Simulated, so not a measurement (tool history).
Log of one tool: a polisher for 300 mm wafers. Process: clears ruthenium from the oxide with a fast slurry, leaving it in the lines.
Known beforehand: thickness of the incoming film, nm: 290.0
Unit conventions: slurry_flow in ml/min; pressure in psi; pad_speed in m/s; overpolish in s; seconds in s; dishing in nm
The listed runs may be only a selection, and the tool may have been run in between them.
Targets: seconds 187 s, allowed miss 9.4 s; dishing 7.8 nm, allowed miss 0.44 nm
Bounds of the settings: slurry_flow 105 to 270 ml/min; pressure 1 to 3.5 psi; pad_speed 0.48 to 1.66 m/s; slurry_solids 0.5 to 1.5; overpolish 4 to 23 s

run,hour,slurry_flow,pressure,pad_speed,slurry_solids,overpolish,seconds,dishing
1,0,175,2.2,1.06,1,12,92.585,29.456
2,2.4,175,1.8,1.06,1,12,116.09,25.05
3,9.5,175,1.8,1.06,1,9,113.01,18.746
4,16.7,175,1.8,1.06,1,13,114.4,27.04
5,17.4,140,1.8,1.06,1,13,113.44,26.235
6,23.8,140,1.8,1.22,1,13,103.98,30.233
7,25,140,1.8,1.14,1,12,108.17,25.233
8,31.3,140,1.8,1.06,1,11,116.75,22.158
9,34,140,1.8,1,1,10,125.46,19.089
10,42.8,140,1.8,0.96,1,9,129.45,16.381
11,47.5,140,1.7,0.94,1,8,137.71,13.713
12,55.7,140,1.7,0.94,1,8,140.01,13.796
13,56.5,140,1.6,0.94,1,8,147.11,12.982
14,59.6,140,1.5,0.94,1,8,157.83,12.424
15,64.1,155,1.2,0.88,1,4,199.79,4.8559
16,71.9,150,1.2,0.86,1,4,203.33,4.8657
17,74.3,145,1.2,0.86,1,4,205.37,4.7323
18,81.5,145,1.2,0.84,1,4,210.48,4.4611
19,89.6,135,1.4,0.82,0.95,6,195.91,7.3465

Exactly one of the 5 candidate moves below puts every result within its allowed miss. Which one?
A,97.7,120,1.2,1.26,0.75,6,?,?
B,97.7,105,1.3,0.82,1,6,?,?
C,97.7,140,1.6,0.78,0.9,5,?,?
D,97.7,135,1,0.94,1.15,6,?,?
E,97.7,110,1.1,0.92,1.1,6,?,?

move,seconds,dishing
A,192.72,7.8709
B,223.81,6.7945
C,191.28,6.6274
D,219.91,6.9129
E,220.76,6.887
A: hits every target within its allowed miss
B: moves away from the targets compared with the last run
C: moves away from the targets compared with the last run
D: moves away from the targets compared with the last run
E: moves away from the targets compared with the last run
The right move is A.
